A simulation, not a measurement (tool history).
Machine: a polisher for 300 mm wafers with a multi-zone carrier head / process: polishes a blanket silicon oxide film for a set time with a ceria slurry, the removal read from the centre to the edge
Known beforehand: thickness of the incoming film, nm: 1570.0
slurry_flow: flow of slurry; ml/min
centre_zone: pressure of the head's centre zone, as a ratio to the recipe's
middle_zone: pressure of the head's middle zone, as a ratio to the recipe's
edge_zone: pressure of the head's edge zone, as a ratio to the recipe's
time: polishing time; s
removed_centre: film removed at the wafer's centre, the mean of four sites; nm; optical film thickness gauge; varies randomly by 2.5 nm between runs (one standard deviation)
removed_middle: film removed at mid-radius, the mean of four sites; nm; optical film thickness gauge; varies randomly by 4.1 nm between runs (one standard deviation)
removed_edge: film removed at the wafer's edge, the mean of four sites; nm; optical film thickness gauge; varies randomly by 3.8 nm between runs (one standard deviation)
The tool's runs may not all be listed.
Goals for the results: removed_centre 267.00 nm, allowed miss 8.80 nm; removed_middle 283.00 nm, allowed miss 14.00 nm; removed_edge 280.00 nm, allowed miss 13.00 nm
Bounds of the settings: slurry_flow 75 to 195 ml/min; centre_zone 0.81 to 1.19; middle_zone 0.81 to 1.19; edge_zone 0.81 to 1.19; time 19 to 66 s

| run | hour | slurry_flow | centre_zone | middle_zone | edge_zone | time | removed_centre | removed_middle | removed_edge |
|---|---|---|---|---|---|---|---|---|---|
| 1 | 0.0 | 125 | 1.00 | 1.00 | 1.00 | 42 | 194.74 | 194.40 | 201.46 |
| 2 | 7.4 | 130 | 1.00 | 1.02 | 1.02 | 43 | 201.09 | 204.48 | 203.70 |
| 3 | 13.1 | 130 | 1.00 | 1.02 | 1.02 | 54 | 252.10 | 249.35 | 255.64 |
| 4 | 20.6 | 130 | 0.93 | 1.02 | 1.02 | 54 | 243.05 | 248.91 | 249.49 |
| 5 | 25.6 | 130 | 0.88 | 1.02 | 1.02 | 54 | 230.62 | 249.62 | 253.10 |
| 6 | 34.2 | 160 | 0.88 | 1.02 | 1.02 | 54 | 244.98 | 260.82 | 264.25 |
| 7 | 34.8 | 165 | 0.88 | 1.02 | 1.02 | 54 | 246.02 | 267.72 | 262.63 |
| 8 | 38.4 | 170 | 0.88 | 1.02 | 1.03 | 54 | 250.18 | 268.48 | 266.19 |

Which one of the following 4 next-run settings gets every result inside its allowed miss? There is exactly one.
| A | 42.0 | 170 | 1.02 | 0.93 | 1.00 | 51 | ? | ? | ? |
| B | 42.0 | 195 | 0.83 | 1.19 | 1.02 | 50 | ? | ? | ? |
| C | 42.0 | 190 | 0.96 | 0.85 | 1.07 | 56 | ? | ? | ? |
| D | 42.0 | 170 | 0.91 | 1.03 | 1.01 | 57 | ? | ? | ? |

| move | removed_centre | removed_middle | removed_edge |
|---|---|---|---|
| A | 255.47 | 231.41 | 251.56 |
| B | 228.52 | 285.57 | 252.22 |
| C | 276.04 | 240.44 | 289.69 |
| D | 267.29 | 281.65 | 282.13 |
A: the biggest miss grows against the last run
B: the biggest miss grows against the last run
C: takes the result that was furthest off past its target
D: in spec on every target
D is the move that brings every result within its allowed miss.
